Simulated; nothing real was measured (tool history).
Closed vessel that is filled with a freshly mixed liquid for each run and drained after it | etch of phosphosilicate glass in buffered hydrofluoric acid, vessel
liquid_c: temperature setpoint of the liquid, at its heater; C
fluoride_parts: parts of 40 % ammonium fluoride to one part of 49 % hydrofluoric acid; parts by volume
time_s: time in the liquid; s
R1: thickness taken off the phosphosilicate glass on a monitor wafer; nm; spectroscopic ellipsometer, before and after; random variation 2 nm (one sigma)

Run 1, hour 0.0: liquid_c 21.0 C, fluoride_parts 10.0 parts by volume, time_s 30 s. Result: R1 162.60 nm.
Run 2, hour 4.9: liquid_c 22.0 C, fluoride_parts 10.0 parts by volume, time_s 30 s. Result: R1 169.08 nm.
Run 3, hour 12.2: liquid_c 22.0 C, fluoride_parts 11.0 parts by volume, time_s 30 s. Result: R1 154.57 nm.
Run 4, hour 13.7: liquid_c 24.0 C, fluoride_parts 11.0 parts by volume, time_s 30 s. Result: R1 172.41 nm.
Run 5, hour 18.0: liquid_c 24.0 C, fluoride_parts 13.0 parts by volume, time_s 30 s. Result: R1 143.53 nm.
Run 6, hour 23.2: liquid_c 24.0 C, fluoride_parts 12.0 parts by volume, time_s 30 s. Result: R1 158.93 nm.
Run 7, hour 27.2: liquid_c 24.5 C, fluoride_parts 12.0 parts by volume, time_s 30 s. Result: R1 161.44 nm.
Run 8, hour 33.9: liquid_c 25.0 C, fluoride_parts 12.0 parts by volume, time_s 30 s. Result: R1 167.13 nm.
Run 9, hour 35.6: liquid_c 25.5 C, fluoride_parts 12.0 parts by volume, time_s 30 s. Result: R1 174.92 nm.
Run 10, hour 39.7: liquid_c 26.0 C, fluoride_parts 12.0 parts by volume, time_s 30 s. Result: R1 178.37 nm.
Run 11, hour 43.6: liquid_c 26.5 C, fluoride_parts 12.0 parts by volume, time_s 30 s. Result: R1 183.54 nm.
Run 12, hour 45.4: liquid_c 27.0 C, fluoride_parts 12.0 parts by volume, time_s 30 s. Result: R1 185.15 nm.

The next listed run, before its measurement:
Run 13, hour 50.9: liquid_c 28.0 C, fluoride_parts 11.0 parts by volume, time_s 30 s. Result: R1 ?.

{"run 13": {"R1": 213.08}}
